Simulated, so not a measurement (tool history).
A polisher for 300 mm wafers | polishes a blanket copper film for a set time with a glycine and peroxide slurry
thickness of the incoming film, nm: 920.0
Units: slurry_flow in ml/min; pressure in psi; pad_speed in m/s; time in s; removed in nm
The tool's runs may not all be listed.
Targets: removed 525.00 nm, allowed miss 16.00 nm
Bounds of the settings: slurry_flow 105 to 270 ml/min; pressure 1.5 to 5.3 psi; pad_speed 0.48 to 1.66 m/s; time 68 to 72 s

| run | hour | slurry_flow | pressure | pad_speed | time | removed |
|---|---|---|---|---|---|---|
| 1 | 0.0 | 175 | 3.4 | 1.06 | 68 | 392.12 |
| 2 | 0.7 | 175 | 3.4 | 1.06 | 72 | 422.36 |
| 3 | 6.4 | 175 | 3.9 | 1.06 | 72 | 471.10 |
| 4 | 11.1 | 155 | 3.9 | 1.06 | 72 | 444.17 |
| 5 | 13.2 | 155 | 3.9 | 0.86 | 72 | 379.30 |
| 6 | 22.0 | 155 | 3.9 | 0.86 | 72 | 377.81 |
| 7 | 23.0 | 175 | 4.0 | 0.86 | 72 | 386.07 |
| 8 | 27.8 | 175 | 4.3 | 0.88 | 72 | 415.14 |
| 9 | 32.4 | 180 | 4.5 | 0.90 | 72 | 442.52 |
| 10 | 33.3 | 185 | 4.7 | 0.90 | 72 | 458.77 |
| 11 | 39.0 | 190 | 4.8 | 0.90 | 72 | 469.01 |
| 12 | 45.2 | 195 | 4.9 | 0.90 | 72 | 480.03 |
| 13 | 48.2 | 200 | 5.0 | 0.90 | 72 | 487.78 |
| 14 | 50.1 | 200 | 5.1 | 0.90 | 72 | 491.69 |
| 15 | 52.1 | 200 | 5.2 | 0.92 | 72 | 506.37 |

Which of these 4 next moves meets every target?
| A | 54.1 | 145 | 5.3 | 0.90 | 72 | ? |
| B | 54.1 | 180 | 4.9 | 0.96 | 68 | ? |
| C | 54.1 | 195 | 5.3 | 0.94 | 72 | ? |
| D | 54.1 | 215 | 4.4 | 1.02 | 68 | ? |

| move | removed |
|---|---|
| A | 491.47 |
| B | 475.57 |
| C | 528.56 |
| D | 472.76 |
A: further off than the last run
B: further off than the last run
C: meets every target
D: further off than the last run
The right move is C.

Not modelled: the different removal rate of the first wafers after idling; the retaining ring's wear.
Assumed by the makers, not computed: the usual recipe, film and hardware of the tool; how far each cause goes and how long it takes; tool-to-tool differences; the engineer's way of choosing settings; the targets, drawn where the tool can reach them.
